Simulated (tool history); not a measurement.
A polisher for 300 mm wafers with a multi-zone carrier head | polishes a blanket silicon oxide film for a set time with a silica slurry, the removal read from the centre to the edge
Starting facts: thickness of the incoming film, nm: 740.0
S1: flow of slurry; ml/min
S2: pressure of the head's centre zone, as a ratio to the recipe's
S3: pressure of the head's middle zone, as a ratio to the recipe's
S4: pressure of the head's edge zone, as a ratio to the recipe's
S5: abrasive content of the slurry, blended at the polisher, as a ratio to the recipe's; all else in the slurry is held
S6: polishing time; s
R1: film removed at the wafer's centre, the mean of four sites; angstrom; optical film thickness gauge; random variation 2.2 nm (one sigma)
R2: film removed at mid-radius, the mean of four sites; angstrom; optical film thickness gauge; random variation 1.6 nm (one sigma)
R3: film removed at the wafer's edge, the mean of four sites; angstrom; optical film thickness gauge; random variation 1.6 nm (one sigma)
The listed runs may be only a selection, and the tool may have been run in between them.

{"run": 1, "hour": 0.0, "S1": 180, "S2": 1.0, "S3": 1.0, "S4": 1.0, "S5": 1.0, "S6": 56, "R1": 1620.6, "R2": 1541.2, "R3": 1651.2}
{"run": 2, "hour": 0.7, "S1": 180, "S2": 1.0, "S3": 1.06, "S4": 1.0, "S5": 1.0, "S6": 56, "R1": 1550.9, "R2": 1593.0, "R3": 1653.2}
{"run": 3, "hour": 1.2, "S1": 205, "S2": 1.02, "S3": 1.1, "S4": 1.0, "S5": 1.05, "S6": 56, "R1": 1663.4, "R2": 1718.7, "R3": 1730.1}
{"run": 4, "hour": 2.1, "S1": 205, "S2": 1.02, "S3": 1.1, "S4": 1.0, "S5": 1.05, "S6": 44, "R1": 1338.7, "R2": 1348.6, "R3": 1331.0}
{"run": 5, "hour": 7.2, "S1": 205, "S2": 1.09, "S3": 1.1, "S4": 1.0, "S5": 1.05, "S6": 44, "R1": 1409.4, "R2": 1333.5, "R3": 1337.4}
{"run": 6, "hour": 12.9, "S1": 245, "S2": 1.09, "S3": 1.1, "S4": 1.0, "S5": 1.05, "S6": 44, "R1": 1444.3, "R2": 1388.1, "R3": 1357.9}

Run 7 comes next. What will it give?
{"run": 7, "hour": 17.9, "S1": 250, "S2": 1.06, "S3": 1.13, "S4": 1.03, "S5": 1.2, "S6": 45, "R1": "?", "R2": "?", "R3": "?"}

For run 7 the tool returned R1 1508.5 angstrom, R2 1518.1 angstrom, R3 1462.0 angstrom.
